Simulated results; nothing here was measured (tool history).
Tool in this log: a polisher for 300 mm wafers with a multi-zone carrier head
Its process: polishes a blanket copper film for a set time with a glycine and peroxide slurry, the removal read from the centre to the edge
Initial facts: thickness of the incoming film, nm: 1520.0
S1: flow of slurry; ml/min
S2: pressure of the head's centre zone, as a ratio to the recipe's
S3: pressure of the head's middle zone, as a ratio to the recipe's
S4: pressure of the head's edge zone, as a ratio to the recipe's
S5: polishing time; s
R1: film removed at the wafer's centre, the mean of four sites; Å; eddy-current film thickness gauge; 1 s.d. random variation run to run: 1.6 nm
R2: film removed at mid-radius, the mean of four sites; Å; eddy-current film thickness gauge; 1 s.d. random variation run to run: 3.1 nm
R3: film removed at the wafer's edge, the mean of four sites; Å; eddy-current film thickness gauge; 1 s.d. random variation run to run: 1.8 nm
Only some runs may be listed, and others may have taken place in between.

| run | hour | S1 | S2 | S3 | S4 | S5 | R1 | R2 | R3 |
|---|---|---|---|---|---|---|---|---|---|
| 1 | 0 | 145 | 1 | 1 | 1 | 81 | 4274.1 | 4329.2 | 4425.6 |
| 2 | 7 | 145 | 1 | 1.04 | 1 | 81 | 4282.9 | 4588.1 | 4399 |
| 3 | 10.1 | 145 | 0.96 | 1.04 | 1 | 81 | 4137.3 | 4533.6 | 4402.2 |
| 4 | 16.9 | 145 | 0.92 | 1.04 | 1 | 81 | 4097.8 | 4543.3 | 4450.5 |
| 5 | 20.4 | 145 | 0.92 | 1.04 | 1.08 | 81 | 4052.1 | 4569.8 | 4552.8 |
| 6 | 22.3 | 145 | 0.92 | 1.04 | 1.16 | 81 | 4092.1 | 4550.5 | 4720.7 |

Expected results for the next run?
| 7 | 31.2 | 140 | 0.95 | 1 | 1.09 | 70 | ? | ? | ? |

Run 7 produced R1 3567.6 Å, R2 3649.4 Å, R3 3961.3 Å.
